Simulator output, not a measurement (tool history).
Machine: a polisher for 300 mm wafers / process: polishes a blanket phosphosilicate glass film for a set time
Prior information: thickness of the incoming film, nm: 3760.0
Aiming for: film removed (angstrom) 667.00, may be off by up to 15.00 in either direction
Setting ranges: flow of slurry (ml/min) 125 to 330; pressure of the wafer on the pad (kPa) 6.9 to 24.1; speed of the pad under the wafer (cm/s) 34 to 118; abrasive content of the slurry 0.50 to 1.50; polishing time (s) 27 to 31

| run | hour | flow of slurry (ml/min) | pressure of the wafer on the pad (kPa) | speed of the pad under the wafer (cm/s) | abrasive content of the slurry | polishing time (s) | film removed (angstrom) |
|---|---|---|---|---|---|---|---|
| 1 | 0.0 | 210 | 15.2 | 76 | 1.00 | 31 | 1254.60 |
| 2 | 8.6 | 210 | 15.2 | 76 | 1.00 | 27 | 1090.40 |
| 3 | 13.6 | 205 | 13.8 | 76 | 1.00 | 27 | 1004.10 |
| 4 | 19.7 | 205 | 13.8 | 76 | 1.20 | 27 | 1043.10 |
| 5 | 27.9 | 205 | 16.5 | 76 | 1.20 | 27 | 1224.00 |
| 6 | 28.6 | 200 | 15.2 | 76 | 1.20 | 27 | 1137.70 |
| 7 | 30.7 | 195 | 13.8 | 76 | 1.20 | 27 | 1022.80 |
| 8 | 37.9 | 185 | 13.1 | 76 | 1.20 | 27 | 974.72 |
| 9 | 42.7 | 180 | 12.4 | 76 | 1.20 | 27 | 917.15 |
| 10 | 47.2 | 175 | 11.7 | 76 | 1.20 | 27 | 865.58 |
| 11 | 51.7 | 175 | 11.7 | 76 | 1.20 | 27 | 865.36 |

Which single option among these 4 for the next run brings every result within its allowed miss of target? Just one does.
| A | 56.2 | 155 | 11.0 | 64 | 1.25 | 27 | ? |
| B | 56.2 | 165 | 9.0 | 70 | 1.25 | 27 | ? |
| C | 56.2 | 190 | 10.3 | 62 | 1.35 | 27 | ? |
| D | 56.2 | 150 | 11.0 | 54 | 1.20 | 27 | ? |

| move | film removed (angstrom) |
|---|---|
| A | 733.70 |
| B | 637.00 |
| C | 716.40 |
| D | 663.59 |
A: nearer than the last run, and not there yet
B: moves the result that the last run missed by most past its target, out the other side
C: nearer than the last run, and not there yet
D: in spec on every target
D is the move that brings every result within its allowed miss.
